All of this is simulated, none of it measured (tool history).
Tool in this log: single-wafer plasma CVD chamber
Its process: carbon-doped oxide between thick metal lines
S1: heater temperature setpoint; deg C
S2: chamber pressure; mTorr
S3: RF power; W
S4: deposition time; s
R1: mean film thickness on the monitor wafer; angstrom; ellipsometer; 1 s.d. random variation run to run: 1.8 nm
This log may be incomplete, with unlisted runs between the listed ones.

Run 1, hour 0.0: S1 360 deg C, S2 6700 mTorr, S3 500 W, S4 112.9 s. Result: R1 6775.1 angstrom.
Run 2, hour 6.4: S1 360 deg C, S2 6700 mTorr, S3 550 W, S4 112.9 s. Result: R1 6995.8 angstrom.
Run 3, hour 9.4: S1 364 deg C, S2 6370 mTorr, S3 505 W, S4 112.9 s. Result: R1 6687.3 angstrom.
Run 4, hour 16.8: S1 359 deg C, S2 6370 mTorr, S3 505 W, S4 112.9 s. Result: R1 6798.9 angstrom.
Run 5, hour 25.0: S1 364 deg C, S2 6260 mTorr, S3 470 W, S4 112.9 s. Result: R1 6456.9 angstrom.
Run 6, hour 31.0: S1 364 deg C, S2 6670 mTorr, S3 470 W, S4 112.9 s. Result: R1 6558.4 angstrom.
Run 7, hour 37.6: S1 366 deg C, S2 6170 mTorr, S3 450 W, S4 112.9 s. Result: R1 6337.9 angstrom.
Run 8, hour 40.0: S1 366 deg C, S2 6170 mTorr, S3 450 W, S4 112.9 s. Result: R1 6343.3 angstrom.

For run 9, what comes out?
Run 9, hour 41.4: S1 368 deg C, S2 5910 mTorr, S3 435 W, S4 112.9 s. Result: R1 ?.

Run 9 gave R1 6195.7 angstrom.
